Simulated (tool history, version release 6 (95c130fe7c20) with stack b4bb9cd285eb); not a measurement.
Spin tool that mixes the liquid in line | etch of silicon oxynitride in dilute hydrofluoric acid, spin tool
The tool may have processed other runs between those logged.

run,hour,temperature setpoint of the liquid (K),parts of water to one part of 49 % hydrofluoric acid (parts by volume),time under the liquid (s),thickness taken off the silicon oxynitride on a monitor wafer (Å)
1,0.0,297.15,45,310,140.93
2,5.7,293.65,45,310,118.49
3,13.2,293.65,45,310,117.92
4,18.1,296.15,45,310,134.92
5,18.8,297.65,45,310,145.15
6,19.9,297.65,40,310,164.09
7,21.2,298.65,40,310,171.02
8,30.0,299.15,40,310,175.34

The next listed run, before its measurement:
9,32.6,299.65,40,310,?

For run 9 the tool returned thickness taken off the silicon oxynitride on a monitor wafer (Å) 181.04.
